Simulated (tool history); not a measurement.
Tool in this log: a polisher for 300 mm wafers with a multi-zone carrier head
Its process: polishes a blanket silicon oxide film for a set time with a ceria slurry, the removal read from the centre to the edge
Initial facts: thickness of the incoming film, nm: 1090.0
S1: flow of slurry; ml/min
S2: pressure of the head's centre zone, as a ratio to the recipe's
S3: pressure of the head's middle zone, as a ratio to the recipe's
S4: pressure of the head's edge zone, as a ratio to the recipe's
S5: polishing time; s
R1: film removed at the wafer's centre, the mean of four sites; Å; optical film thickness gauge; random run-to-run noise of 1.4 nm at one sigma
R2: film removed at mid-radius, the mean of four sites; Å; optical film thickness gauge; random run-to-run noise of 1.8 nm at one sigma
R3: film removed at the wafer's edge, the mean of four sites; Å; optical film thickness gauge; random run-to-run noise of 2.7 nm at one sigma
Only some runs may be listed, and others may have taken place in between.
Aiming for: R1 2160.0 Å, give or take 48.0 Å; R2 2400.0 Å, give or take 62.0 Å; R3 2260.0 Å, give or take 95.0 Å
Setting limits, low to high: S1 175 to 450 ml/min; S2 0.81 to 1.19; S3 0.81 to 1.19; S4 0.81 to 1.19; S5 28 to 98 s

{"run": 1, "hour": 0.0, "S1": 290, "S2": 1.0, "S3": 1.0, "S4": 1.0, "S5": 63, "R1": 3162.6, "R2": 3150.2, "R3": 3070.4}
{"run": 2, "hour": 1.8, "S1": 285, "S2": 0.97, "S3": 0.99, "S4": 0.97, "S5": 61, "R1": 2954.8, "R2": 3025.0, "R3": 2997.8}
{"run": 3, "hour": 8.6, "S1": 290, "S2": 0.96, "S3": 1.0, "S4": 0.96, "S5": 58, "R1": 2799.8, "R2": 2911.3, "R3": 2741.4}
{"run": 4, "hour": 13.1, "S1": 290, "S2": 1.01, "S3": 1.0, "S4": 0.96, "S5": 58, "R1": 2947.9, "R2": 2851.0, "R3": 2872.7}
{"run": 5, "hour": 13.9, "S1": 300, "S2": 0.98, "S3": 0.99, "S4": 0.94, "S5": 56, "R1": 2796.1, "R2": 2783.5, "R3": 2707.1}
{"run": 6, "hour": 18.2, "S1": 235, "S2": 0.98, "S3": 0.99, "S4": 0.94, "S5": 56, "R1": 2706.2, "R2": 2715.1, "R3": 2655.1}
{"run": 7, "hour": 20.6, "S1": 235, "S2": 0.96, "S3": 0.98, "S4": 0.92, "S5": 55, "R1": 2634.6, "R2": 2648.6, "R3": 2553.8}
{"run": 8, "hour": 26.8, "S1": 230, "S2": 0.93, "S3": 0.97, "S4": 0.92, "S5": 54, "R1": 2482.2, "R2": 2554.8, "R3": 2534.7}
{"run": 9, "hour": 33.8, "S1": 230, "S2": 0.92, "S3": 0.97, "S4": 0.9, "S5": 53, "R1": 2401.8, "R2": 2532.6, "R3": 2430.6}
{"run": 10, "hour": 40.3, "S1": 225, "S2": 0.91, "S3": 0.96, "S4": 0.89, "S5": 53, "R1": 2354.1, "R2": 2506.7, "R3": 2442.8}
{"run": 11, "hour": 44.9, "S1": 225, "S2": 0.91, "S3": 0.96, "S4": 0.89, "S5": 53, "R1": 2369.1, "R2": 2511.8, "R3": 2408.4}
{"run": 12, "hour": 45.9, "S1": 205, "S2": 0.84, "S3": 0.94, "S4": 0.81, "S5": 51, "R1": 2096.9, "R2": 2348.4, "R3": 2211.7}
{"run": 13, "hour": 51.5, "S1": 210, "S2": 0.84, "S3": 0.94, "S4": 0.81, "S5": 51, "R1": 2088.7, "R2": 2351.6, "R3": 2285.9}

Which one of the following 5 next-run settings gets every result inside its allowed miss? There is exactly one.
{"run": "A", "hour": 57.1, "S1": 180, "S2": 0.87, "S3": 0.95, "S4": 0.82, "S5": 52, "R1": "?", "R2": "?", "R3": "?"}
{"run": "B", "hour": 57.1, "S1": 180, "S2": 0.86, "S3": 0.86, "S4": 0.89, "S5": 53, "R1": "?", "R2": "?", "R3": "?"}
{"run": "C", "hour": 57.1, "S1": 190, "S2": 0.81, "S3": 0.93, "S4": 0.83, "S5": 52, "R1": "?", "R2": "?", "R3": "?"}
{"run": "D", "hour": 57.1, "S1": 235, "S2": 0.88, "S3": 0.97, "S4": 0.81, "S5": 52, "R1": "?", "R2": "?", "R3": "?"}
{"run": "E", "hour": 57.1, "S1": 230, "S2": 0.86, "S3": 0.83, "S4": 0.85, "S5": 52, "R1": "?", "R2": "?", "R3": "?"}

move=A R1=2123.1 R2=2354.4 R3=2247.1
move=B R1=2137.8 R2=2256.6 R3=2378.0
move=C R1=1989.6 R2=2339.1 R3=2270.4
move=D R1=2221.1 R2=2457.9 R3=2284.8
move=E R1=2163.2 R2=2228.3 R3=2333.3
A: hits every target within its allowed miss
B: brings the last run's worst result on target, with another outside its allowed miss
C: further off than the last run
D: pushes the last run's worst result past its target
E: brings the last run's worst result on target, with another outside its allowed miss
A meets every target.

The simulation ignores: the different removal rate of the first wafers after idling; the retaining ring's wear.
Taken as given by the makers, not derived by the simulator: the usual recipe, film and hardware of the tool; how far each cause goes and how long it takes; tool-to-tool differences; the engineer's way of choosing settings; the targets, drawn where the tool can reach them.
